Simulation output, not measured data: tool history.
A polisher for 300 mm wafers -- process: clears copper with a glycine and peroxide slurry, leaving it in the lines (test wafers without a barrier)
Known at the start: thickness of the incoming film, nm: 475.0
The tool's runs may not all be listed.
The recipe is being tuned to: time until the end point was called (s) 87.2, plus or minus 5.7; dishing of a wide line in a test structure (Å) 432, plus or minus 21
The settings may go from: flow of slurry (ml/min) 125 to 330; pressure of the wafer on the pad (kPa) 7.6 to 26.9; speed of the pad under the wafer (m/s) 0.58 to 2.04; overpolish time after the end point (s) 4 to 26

run  hour  flow of slurry (ml/min)  pressure of the wafer on the pad (kPa)  speed of the pad under the wafer (m/s)  overpolish time after the end point (s)  time until the end point was called (s)  dishing of a wide line in a test structure (Å)
  1     0                      210                                    17.2                                     1.3                                       13                                   70.566                                          562.88
  2     9                      210                                    17.2                                     1.3                                       11                                   68.804                                          500.68
  3  17.6                      210                                    20.7                                     1.3                                       11                                   62.715                                          528.95
  4  24.7                      210                                    20.7                                     1.3                                        8                                   63.245                                          407.29
  5  29.5                      210                                    17.9                                    1.28                                        9                                   69.188                                          421.43
  6  31.2                      245                                    17.9                                    1.28                                        9                                   65.808                                          426.28
  7  36.7                      225                                    15.9                                    1.28                                       10                                   70.705                                          432.78
  8  40.6                      210                                    14.5                                    1.26                                       11                                   75.292                                          450.25

Pick the move, out of 4, that brings all results within their allowed miss; only one does.
  A  44.5                      210                                    15.9                                    1.62                                        9                                        ?                                               ?
  B  44.5                      245                                    15.9                                    0.98                                       12                                        ?                                               ?
  C  44.5                      210                                    15.9                                    1.42                                       10                                        ?                                               ?
  D  44.5                      170                                    13.8                                    1.82                                        9                                        ?                                               ?

move  time until the end point was called (s)  dishing of a wide line in a test structure (Å)
   A                                   57.803                                           465.2
   B                                   84.048                                          435.91
   C                                   64.324                                          465.71
   D                                   57.859                                          462.42
A: moves away from the targets compared with the last run
B: each result inside its tolerance
C: moves away from the targets compared with the last run
D: moves away from the targets compared with the last run
B is the move that brings every result within its allowed miss.
